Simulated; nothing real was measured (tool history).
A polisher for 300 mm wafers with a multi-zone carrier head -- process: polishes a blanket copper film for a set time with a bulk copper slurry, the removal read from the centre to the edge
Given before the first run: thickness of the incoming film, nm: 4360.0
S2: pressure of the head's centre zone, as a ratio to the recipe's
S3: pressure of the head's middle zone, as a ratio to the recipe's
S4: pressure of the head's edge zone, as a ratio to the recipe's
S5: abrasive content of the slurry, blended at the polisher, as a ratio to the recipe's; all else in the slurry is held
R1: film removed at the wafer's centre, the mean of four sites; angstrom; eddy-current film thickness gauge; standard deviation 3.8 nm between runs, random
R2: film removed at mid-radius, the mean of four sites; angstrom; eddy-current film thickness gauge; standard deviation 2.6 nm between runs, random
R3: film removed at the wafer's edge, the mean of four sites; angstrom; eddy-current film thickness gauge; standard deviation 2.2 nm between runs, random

Run 1, hour 0: flow of slurry (ml/min) 165, S2 1, S3 1, S4 1, S5 1, polishing time (s) 42. Result: R1 2855.5 angstrom, R2 2743.4 angstrom, R3 2828.4 angstrom.
Run 2, hour 6.6: flow of slurry (ml/min) 160, S2 1.01, S3 0.97, S4 0.98, S5 0.95, polishing time (s) 42. Result: R1 2855.2 angstrom, R2 2693.8 angstrom, R3 2763.3 angstrom.
Run 3, hour 15: flow of slurry (ml/min) 160, S2 1.01, S3 0.92, S4 0.98, S5 0.95, polishing time (s) 42. Result: R1 2841.9 angstrom, R2 2511.3 angstrom, R3 2785.4 angstrom.
Run 4, hour 21.2: flow of slurry (ml/min) 155, S2 1.02, S3 0.91, S4 0.96, S5 0.95, polishing time (s) 42. Result: R1 2926 angstrom, R2 2503.1 angstrom, R3 2718.8 angstrom.
Run 5, hour 28.4: flow of slurry (ml/min) 190, S2 1.02, S3 0.91, S4 0.96, S5 0.95, polishing time (s) 42. Result: R1 2889.7 angstrom, R2 2582 angstrom, R3 2797.9 angstrom.
Run 6, hour 30: flow of slurry (ml/min) 190, S2 1.02, S3 0.91, S4 0.96, S5 1.1, polishing time (s) 42. Result: R1 2980.9 angstrom, R2 2644.5 angstrom, R3 2859.2 angstrom.
Run 7, hour 33: flow of slurry (ml/min) 185, S2 1.02, S3 0.89, S4 0.94, S5 1.05, polishing time (s) 42. Result: R1 2970.7 angstrom, R2 2596.8 angstrom, R3 2855.2 angstrom.
Run 8, hour 41.7: flow of slurry (ml/min) 155, S2 1.08, S3 0.85, S4 0.87, S5 0.8, polishing time (s) 39. Result: R1 2698.4 angstrom, R2 2162.4 angstrom, R3 2373.5 angstrom.
Run 9, hour 42.4: flow of slurry (ml/min) 160, S2 1.08, S3 0.85, S4 0.88, S5 0.8, polishing time (s) 39. Result: R1 2755.8 angstrom, R2 2178.2 angstrom, R3 2414.8 angstrom.
Run 10, hour 43.3: flow of slurry (ml/min) 165, S2 1.08, S3 0.85, S4 0.89, S5 0.8, polishing time (s) 39. Result: R1 2781 angstrom, R2 2143.3 angstrom, R3 2444.7 angstrom.
Run 11, hour 44.1: flow of slurry (ml/min) 170, S2 1.08, S3 0.86, S4 0.89, S5 0.8, polishing time (s) 39. Result: R1 2760.4 angstrom, R2 2217.4 angstrom, R3 2423.1 angstrom.
Run 12, hour 48.6: flow of slurry (ml/min) 175, S2 1.08, S3 0.86, S4 0.9, S5 0.8, polishing time (s) 39. Result: R1 2774.5 angstrom, R2 2282.7 angstrom, R3 2450 angstrom.
Run 13, hour 51.9: flow of slurry (ml/min) 175, S2 1.08, S3 0.86, S4 0.91, S5 0.8, polishing time (s) 39. Result: R1 2879.9 angstrom, R2 2250.6 angstrom, R3 2452.1 angstrom.

What will run 14 give?
Run 14, hour 54: flow of slurry (ml/min) 175, S2 1.07, S3 0.86, S4 0.91, S5 0.8, polishing time (s) 39. Result: R1 ?, R2 ?, R3 ?.

{"run 14": {"R1": 2727.6, "R2": 2248.6, "R3": 2472.8}}
